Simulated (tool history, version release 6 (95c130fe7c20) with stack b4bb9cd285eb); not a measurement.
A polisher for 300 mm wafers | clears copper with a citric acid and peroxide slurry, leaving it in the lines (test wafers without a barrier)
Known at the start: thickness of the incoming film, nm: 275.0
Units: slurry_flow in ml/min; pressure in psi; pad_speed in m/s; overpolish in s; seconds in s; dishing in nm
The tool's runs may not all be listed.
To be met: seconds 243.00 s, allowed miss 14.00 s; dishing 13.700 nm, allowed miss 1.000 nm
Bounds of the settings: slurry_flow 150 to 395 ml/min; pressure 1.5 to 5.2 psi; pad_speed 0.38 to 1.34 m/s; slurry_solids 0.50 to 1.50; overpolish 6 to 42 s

run,day,slurry_flow,pressure,pad_speed,slurry_solids,overpolish,seconds,dishing
1,0.000,250,3.3,0.86,1.00,21,124.17,25.114
2,0.146,250,3.3,0.86,1.00,15,127.52,19.305
3,0.192,250,3.3,0.98,1.00,15,108.91,22.062
4,0.471,250,3.3,0.76,1.00,15,141.75,17.623
5,0.562,250,2.9,0.76,1.00,16,159.75,17.594
6,0.933,250,2.6,0.76,1.00,16,167.38,16.665
7,1.250,250,2.4,0.74,1.00,16,178.02,15.409
8,1.367,250,2.2,0.72,1.00,17,187.33,15.300
9,1.483,250,2.0,0.70,1.00,18,208.61,15.091
10,1.671,250,1.9,0.70,1.00,18,215.03,15.056

5 next moves are on the table. One of them brings every result within its allowed miss. Which?
A,1.858,260,1.5,0.58,1.00,28,?,?
B,1.858,305,2.0,0.78,1.00,16,?,?
C,1.858,280,1.5,0.66,1.10,24,?,?
D,1.858,250,2.8,0.50,0.95,19,?,?
E,1.858,330,1.5,0.60,1.00,25,?,?

move,seconds,dishing
A,283.39,16.967
B,183.66,15.221
C,241.57,17.032
D,241.87,13.953
E,268.18,16.137
A: takes the result that was furthest off past its target
B: further off than the last run
C: brings the result that was furthest off to its target, and leaves another outside
D: meets every target
E: takes the result that was furthest off past its target
Move D is the one to make.

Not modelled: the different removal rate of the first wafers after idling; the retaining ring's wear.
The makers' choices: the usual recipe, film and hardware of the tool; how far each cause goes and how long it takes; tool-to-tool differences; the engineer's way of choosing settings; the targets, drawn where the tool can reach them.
